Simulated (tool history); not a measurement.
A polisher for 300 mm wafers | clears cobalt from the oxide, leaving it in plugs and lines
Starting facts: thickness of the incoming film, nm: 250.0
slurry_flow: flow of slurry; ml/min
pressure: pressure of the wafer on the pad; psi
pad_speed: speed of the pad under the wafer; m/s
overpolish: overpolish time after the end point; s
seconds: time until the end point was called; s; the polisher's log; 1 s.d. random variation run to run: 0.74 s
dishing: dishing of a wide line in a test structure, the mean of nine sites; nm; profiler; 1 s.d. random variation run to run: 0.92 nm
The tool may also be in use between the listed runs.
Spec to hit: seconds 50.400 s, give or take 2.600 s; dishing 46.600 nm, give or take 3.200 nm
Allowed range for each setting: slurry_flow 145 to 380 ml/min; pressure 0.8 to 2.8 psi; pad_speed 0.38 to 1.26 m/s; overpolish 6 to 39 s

run	hour	slurry_flow	pressure	pad_speed	overpolish	seconds	dishing
1	0.0	245	1.8	0.82	20	61.106	38.001
2	4.0	245	1.8	0.70	20	70.454	36.676
3	7.1	300	1.8	0.70	20	68.565	35.742
4	14.5	300	1.5	0.70	20	81.563	33.904
5	16.0	255	1.5	0.70	20	83.249	33.234
6	23.4	280	1.5	0.70	20	81.553	34.139
7	29.5	280	1.7	0.72	22	70.600	37.687
8	37.1	280	2.2	0.74	26	57.306	43.235
9	40.8	280	2.3	0.74	26	54.152	42.661
10	45.7	280	2.3	0.74	27	55.924	43.723

Exercise: of the 5 proposed moves below, exactly one satisfies all targets within the stated allowed misses. Which move is it?
A	50.6	315	2.2	0.68	31	?	?
B	50.6	310	2.3	0.66	16	?	?
C	50.6	290	2.3	0.76	20	?	?
D	50.6	240	2.2	0.70	27	?	?
E	50.6	310	2.4	0.78	28	?	?

move	seconds	dishing
A	62.950	46.362
B	62.571	35.588
C	54.947	41.858
D	62.969	44.467
E	51.418	47.397
A: the biggest miss grows against the last run
B: the biggest miss grows against the last run
C: an improvement on the last run, though not all results are within tolerance
D: the biggest miss grows against the last run
E: all results in spec
Go with E: it meets all targets.
